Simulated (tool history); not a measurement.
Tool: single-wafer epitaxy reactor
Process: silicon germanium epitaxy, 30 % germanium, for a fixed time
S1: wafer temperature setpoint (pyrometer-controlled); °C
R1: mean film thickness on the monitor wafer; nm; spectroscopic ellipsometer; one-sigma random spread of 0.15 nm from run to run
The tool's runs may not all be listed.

{"run": 1, "hour": 0.0, "S1": 615, "chamber pressure (Pa)": 2920, "R1": 75.811}
{"run": 2, "hour": 8.8, "S1": 623, "chamber pressure (Pa)": 2920, "R1": 86.095}
{"run": 3, "hour": 11.2, "S1": 618, "chamber pressure (Pa)": 2893, "R1": 79.412}
{"run": 4, "hour": 12.9, "S1": 614, "chamber pressure (Pa)": 2866, "R1": 74.378}
{"run": 5, "hour": 18.9, "S1": 611, "chamber pressure (Pa)": 2853, "R1": 70.612}
{"run": 6, "hour": 22.2, "S1": 609, "chamber pressure (Pa)": 2840, "R1": 68.51}
{"run": 7, "hour": 23.7, "S1": 607, "chamber pressure (Pa)": 2826, "R1": 66.079}

Run 8, settings as shown, results not yet in. Your forecast:
{"run": 8, "hour": 32.0, "S1": 605, "chamber pressure (Pa)": 2813, "R1": "?"}

Run 8 measured R1 63.868 nm.
